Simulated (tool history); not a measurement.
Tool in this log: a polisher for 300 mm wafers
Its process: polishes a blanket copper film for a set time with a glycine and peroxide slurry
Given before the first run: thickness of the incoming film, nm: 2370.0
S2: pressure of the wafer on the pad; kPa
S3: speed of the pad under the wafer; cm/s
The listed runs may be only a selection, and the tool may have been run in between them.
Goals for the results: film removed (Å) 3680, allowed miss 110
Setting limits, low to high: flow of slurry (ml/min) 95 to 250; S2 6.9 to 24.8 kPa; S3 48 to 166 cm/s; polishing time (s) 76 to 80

run 1 hour=0 | flow_of_slurry_(ml/min)=160 S2=15.9 S3=106 polishing_time_(s)=76 | film_removed_(Å)=3850.3
run 2 hour=7 | flow_of_slurry_(ml/min)=160 S2=19.3 S3=106 polishing_time_(s)=76 | film_removed_(Å)=4573.5
run 3 hour=13.5 | flow_of_slurry_(ml/min)=160 S2=21.4 S3=106 polishing_time_(s)=76 | film_removed_(Å)=4957.9
run 4 hour=19 | flow_of_slurry_(ml/min)=155 S2=20 S3=106 polishing_time_(s)=76 | film_removed_(Å)=4633.8
run 5 hour=25.6 | flow_of_slurry_(ml/min)=155 S2=20 S3=106 polishing_time_(s)=76 | film_removed_(Å)=4695.9
run 6 hour=33.1 | flow_of_slurry_(ml/min)=155 S2=22.8 S3=106 polishing_time_(s)=76 | film_removed_(Å)=5224.3
run 7 hour=39.7 | flow_of_slurry_(ml/min)=150 S2=20.7 S3=106 polishing_time_(s)=76 | film_removed_(Å)=4767.2
run 8 hour=41 | flow_of_slurry_(ml/min)=145 S2=19.3 S3=106 polishing_time_(s)=76 | film_removed_(Å)=4518.1

Exactly one of the 4 candidate moves below puts every result within its allowed miss. Which one?
run A hour=42.3 | flow_of_slurry_(ml/min)=135 S2=19.3 S3=78 polishing_time_(s)=80 | film_removed_(Å)=?
run B hour=42.3 | flow_of_slurry_(ml/min)=190 S2=13.1 S3=102 polishing_time_(s)=76 | film_removed_(Å)=?
run C hour=42.3 | flow_of_slurry_(ml/min)=165 S2=17.2 S3=82 polishing_time_(s)=76 | film_removed_(Å)=?
run D hour=42.3 | flow_of_slurry_(ml/min)=155 S2=18.6 S3=96 polishing_time_(s)=76 | film_removed_(Å)=?

move=A film_removed_(Å)=3644.9
move=B film_removed_(Å)=3380.3
move=C film_removed_(Å)=3423.4
move=D film_removed_(Å)=4073.4
A: meets every target
B: moves the result that the last run missed by most past its target, out the other side
C: moves the result that the last run missed by most past its target, out the other side
D: closes in on the targets versus the last run, not all within tolerance yet
A meets every target.

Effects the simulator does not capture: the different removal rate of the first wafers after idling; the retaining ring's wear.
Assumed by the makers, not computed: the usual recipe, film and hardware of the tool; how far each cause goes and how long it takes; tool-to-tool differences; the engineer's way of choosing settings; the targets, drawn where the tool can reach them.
